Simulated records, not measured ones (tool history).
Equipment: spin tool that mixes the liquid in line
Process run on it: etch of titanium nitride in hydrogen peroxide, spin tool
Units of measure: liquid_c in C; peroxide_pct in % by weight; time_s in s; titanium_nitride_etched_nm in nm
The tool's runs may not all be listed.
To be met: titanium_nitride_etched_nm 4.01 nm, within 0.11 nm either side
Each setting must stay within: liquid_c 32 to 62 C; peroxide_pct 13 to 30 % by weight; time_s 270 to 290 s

run 1 hour=0 | liquid_c=46 peroxide_pct=25 time_s=270 | titanium_nitride_etched_nm=7.0252
run 2 hour=7.8 | liquid_c=46 peroxide_pct=27.5 time_s=270 | titanium_nitride_etched_nm=7.1745
run 3 hour=14.2 | liquid_c=49.5 peroxide_pct=27.5 time_s=270 | titanium_nitride_etched_nm=9.0861
run 4 hour=20.7 | liquid_c=49.5 peroxide_pct=22.5 time_s=270 | titanium_nitride_etched_nm=8.9062
run 5 hour=25.2 | liquid_c=49.5 peroxide_pct=22.5 time_s=270 | titanium_nitride_etched_nm=8.864
run 6 hour=32 | liquid_c=49.5 peroxide_pct=26.5 time_s=270 | titanium_nitride_etched_nm=9.1284
run 7 hour=37.7 | liquid_c=47 peroxide_pct=26.5 time_s=270 | titanium_nitride_etched_nm=7.5672
run 8 hour=44.5 | liquid_c=45 peroxide_pct=26.5 time_s=270 | titanium_nitride_etched_nm=6.5578
run 9 hour=49.2 | liquid_c=37 peroxide_pct=26 time_s=270 | titanium_nitride_etched_nm=3.4952
run 10 hour=54.3 | liquid_c=37.5 peroxide_pct=26 time_s=270 | titanium_nitride_etched_nm=3.6569
run 11 hour=55.5 | liquid_c=38 peroxide_pct=26 time_s=270 | titanium_nitride_etched_nm=3.7497

Which one of the following 4 next-run settings gets every result inside its allowed miss? There is exactly one.
run A hour=56.7 | liquid_c=38 peroxide_pct=26.5 time_s=270 | titanium_nitride_etched_nm=?
run B hour=56.7 | liquid_c=38.5 peroxide_pct=24.5 time_s=290 | titanium_nitride_etched_nm=?
run C hour=56.7 | liquid_c=37.5 peroxide_pct=30 time_s=270 | titanium_nitride_etched_nm=?
run D hour=56.7 | liquid_c=38 peroxide_pct=22.5 time_s=290 | titanium_nitride_etched_nm=?

move=A titanium_nitride_etched_nm=3.8305
move=B titanium_nitride_etched_nm=4.2047
move=C titanium_nitride_etched_nm=3.7862
move=D titanium_nitride_etched_nm=3.9703
A: closer than the last run, but not yet in spec
B: moves the result that the last run missed by most past its target, out the other side
C: closer than the last run, but not yet in spec
D: every result within its allowed miss
D meets every target.

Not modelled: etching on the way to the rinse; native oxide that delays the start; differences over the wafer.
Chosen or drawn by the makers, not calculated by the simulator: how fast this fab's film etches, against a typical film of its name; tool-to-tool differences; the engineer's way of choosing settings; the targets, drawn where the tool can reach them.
